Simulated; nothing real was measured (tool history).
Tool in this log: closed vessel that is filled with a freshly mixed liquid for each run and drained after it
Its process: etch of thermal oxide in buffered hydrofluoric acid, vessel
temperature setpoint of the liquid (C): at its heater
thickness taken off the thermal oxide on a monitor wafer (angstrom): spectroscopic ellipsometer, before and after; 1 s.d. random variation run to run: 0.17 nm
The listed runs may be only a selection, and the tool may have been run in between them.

run,hour,temperature setpoint of the liquid (C),parts of 40 % ammonium fluoride to one part of 49 % hydrofluoric acid (parts by volume),time in the liquid (s),thickness taken off the thermal oxide on a monitor wafer (angstrom)
1,0.0,21.0,11.5,30,271.27
2,6.9,24.0,11.5,30,321.05
3,12.8,25.5,10.5,30,378.55
4,17.0,25.5,10.5,30,379.10
# hour 18.1: hydrofluoric acid flow meter replaced
5,18.1,26.5,9.5,30,412.79
6,19.8,27.5,8.5,30,476.69

What will run 7 give?
7,26.2,28.0,8.0,30,?

{"run 7": {"thickness taken off the thermal oxide on a monitor wafer (angstrom)": 523.66}}

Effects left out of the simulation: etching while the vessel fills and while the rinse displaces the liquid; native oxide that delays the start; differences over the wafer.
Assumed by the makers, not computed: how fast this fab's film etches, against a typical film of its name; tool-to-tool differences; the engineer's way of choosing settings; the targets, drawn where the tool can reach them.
